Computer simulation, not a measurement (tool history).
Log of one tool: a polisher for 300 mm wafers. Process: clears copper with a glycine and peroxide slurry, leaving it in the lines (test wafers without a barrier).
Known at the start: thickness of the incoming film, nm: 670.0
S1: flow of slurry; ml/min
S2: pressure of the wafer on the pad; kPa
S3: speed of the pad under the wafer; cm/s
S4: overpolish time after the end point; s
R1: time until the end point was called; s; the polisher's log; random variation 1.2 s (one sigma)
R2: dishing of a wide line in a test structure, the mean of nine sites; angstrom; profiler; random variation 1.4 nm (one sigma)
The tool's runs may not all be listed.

{"run": 1, "day": 0.0, "S1": 275, "S2": 19.3, "S3": 102, "S4": 13, "R1": 98.332, "R2": 472.01}
{"run": 2, "day": 0.35, "S1": 275, "S2": 19.3, "S3": 102, "S4": 14, "R1": 97.968, "R2": 498.9}
{"run": 3, "day": 0.454, "S1": 275, "S2": 19.3, "S3": 102, "S4": 15, "R1": 95.958, "R2": 525.09}
{"run": 4, "day": 0.675, "S1": 275, "S2": 19.3, "S3": 102, "S4": 11, "R1": 98.748, "R2": 417.35}
{"run": 5, "day": 0.838, "S1": 300, "S2": 19.3, "S3": 102, "S4": 11, "R1": 97.507, "R2": 428.24}
{"run": 6, "day": 1.067, "S1": 300, "S2": 19.3, "S3": 102, "S4": 12, "R1": 97.975, "R2": 436.29}
{"run": 7, "day": 1.425, "S1": 300, "S2": 19.3, "S3": 102, "S4": 13, "R1": 95.695, "R2": 484.3}
{"run": 8, "day": 1.738, "S1": 300, "S2": 19.3, "S3": 102, "S4": 14, "R1": 99.202, "R2": 502.11}
{"run": 9, "day": 1.896, "S1": 300, "S2": 19.3, "S3": 102, "S4": 15, "R1": 97.774, "R2": 521.61}
{"run": 10, "day": 2.108, "S1": 300, "S2": 19.3, "S3": 102, "S4": 16, "R1": 99.28, "R2": 548.76}

Forecast run 11:
{"run": 11, "day": 2.212, "S1": 300, "S2": 20.7, "S3": 102, "S4": 18, "R1": "?", "R2": "?"}

{"run 11": {"R1": 92.367, "R2": 607.66}}
